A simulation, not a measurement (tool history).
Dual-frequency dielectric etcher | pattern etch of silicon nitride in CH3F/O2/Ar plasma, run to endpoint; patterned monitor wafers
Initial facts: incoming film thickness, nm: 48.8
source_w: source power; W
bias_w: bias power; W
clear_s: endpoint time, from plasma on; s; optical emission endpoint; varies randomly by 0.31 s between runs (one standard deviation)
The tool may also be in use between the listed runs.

run	hour	source_w	bias_w	clear_s
1	0	550	91	57.188
2	4.5	520	89	59.319
3	8.2	490	88	60.809
4	13.5	580	88	57.008
5	21.5	640	88	54.702
6	24.2	600	86	56.486

For run 7, what comes out?
7	31.7	560	84	?

{"run 7": {"clear_s": 58.654}}
